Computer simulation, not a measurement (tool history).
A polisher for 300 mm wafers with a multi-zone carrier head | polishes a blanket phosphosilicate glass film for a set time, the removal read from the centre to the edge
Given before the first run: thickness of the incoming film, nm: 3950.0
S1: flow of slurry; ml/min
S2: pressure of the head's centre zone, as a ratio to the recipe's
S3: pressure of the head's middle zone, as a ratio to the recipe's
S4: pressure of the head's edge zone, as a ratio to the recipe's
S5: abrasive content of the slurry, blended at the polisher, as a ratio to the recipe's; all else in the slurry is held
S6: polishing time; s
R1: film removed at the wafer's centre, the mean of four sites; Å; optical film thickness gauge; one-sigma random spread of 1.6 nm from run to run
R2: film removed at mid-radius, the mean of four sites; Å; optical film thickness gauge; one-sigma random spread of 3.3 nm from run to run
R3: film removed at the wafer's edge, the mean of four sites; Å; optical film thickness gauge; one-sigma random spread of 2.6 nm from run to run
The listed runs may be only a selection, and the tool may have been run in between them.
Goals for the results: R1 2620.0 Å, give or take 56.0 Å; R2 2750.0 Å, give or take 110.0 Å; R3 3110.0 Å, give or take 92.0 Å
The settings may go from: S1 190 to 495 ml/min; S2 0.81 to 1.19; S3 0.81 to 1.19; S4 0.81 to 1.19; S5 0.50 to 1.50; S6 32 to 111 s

run	day	S1	S2	S3	S4	S5	S6	R1	R2	R3
1	0.000	320	1.00	1.00	1.00	1.00	71	4937.0	4887.1	4995.5
2	0.075	315	0.98	0.98	0.99	0.95	69	4614.7	4549.9	4736.2
3	0.392	315	1.07	0.98	0.99	0.95	69	5014.4	4593.8	4711.5
4	0.742	315	1.07	0.98	0.99	0.95	87	6329.4	5812.7	5981.1
5	0.929	315	1.13	0.98	0.99	0.95	87	6729.7	5677.4	5963.4
6	1.288	315	1.13	0.98	0.99	0.95	96	7391.0	6406.5	6611.1
7	1.604	310	1.09	0.97	0.99	0.90	91	6527.6	5804.3	6156.5
8	1.796	305	1.06	0.96	0.98	0.85	86	5868.7	5337.9	5605.4
9	2.083	300	1.03	0.95	0.98	0.80	82	5345.1	4914.9	5202.9
10	2.338	295	1.00	0.94	0.98	0.75	78	4844.7	4521.9	4873.3
11	2.583	290	0.98	0.93	0.98	0.70	75	4386.6	4218.5	4519.0
12	2.958	285	0.96	0.92	0.98	0.70	73	4170.3	3981.5	4380.8
13	3.108	280	0.94	0.91	0.97	0.70	71	3966.0	3858.0	4210.8
14	3.408	275	0.92	0.90	0.97	0.70	69	3711.1	3788.0	4174.3
15	3.567	275	0.91	0.89	0.96	0.70	67	3627.0	3552.1	3955.4
16	3.704	270	0.90	0.89	0.96	0.70	66	3531.2	3535.5	3868.8
17	3.900	265	0.89	0.88	0.96	0.70	65	3420.4	3421.2	3830.3

Pick the move, out of 4, that brings all results within their allowed miss; only one does.
A	4.096	190	0.83	0.84	0.99	0.85	52	?	?	?
B	4.096	210	0.81	0.81	1.09	0.50	62	?	?	?
C	4.096	230	0.85	0.87	0.95	0.55	59	?	?	?
D	4.096	290	0.82	0.86	1.18	1.00	69	?	?	?

move	R1	R2	R3
A	2632.1	2793.4	3311.9
B	2515.1	2651.2	3372.2
C	2650.8	2816.6	3161.5
D	3903.9	4247.0	5288.0
A: corrects the largest miss of the last run, while another result sits out of spec
B: moves the result that the last run missed by most past its target, out the other side
C: each result inside its tolerance
D: the biggest miss grows against the last run
The right move is C.
